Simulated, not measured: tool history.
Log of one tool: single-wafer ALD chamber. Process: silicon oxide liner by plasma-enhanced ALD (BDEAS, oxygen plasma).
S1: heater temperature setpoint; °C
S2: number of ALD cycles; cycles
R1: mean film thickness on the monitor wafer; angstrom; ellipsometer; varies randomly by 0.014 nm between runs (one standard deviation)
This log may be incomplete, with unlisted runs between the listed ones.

run 1 hour=0 | S1=315 S2=58 | R1=52.124
run 2 hour=6.6 | S1=319 S2=58 | R1=51.885
run 3 hour=9.1 | S1=319 S2=60 | R1=53.567
run 4 hour=15.7 | S1=318 S2=62 | R1=55.651
run 5 hour=24.7 | S1=318 S2=69 | R1=61.936
-- hour=27.6 thermocouple changed; heater temperature recalibrated
run 6 hour=27.6 | S1=311 S2=69 | R1=62.7
run 7 hour=28.8 | S1=311 S2=69 | R1=62.548

Estimate the outcome of run 8 from the log above:
run 8 hour=36.6 | S1=311 S2=70 | R1=?

{"run 8": {"R1": 63.488}}
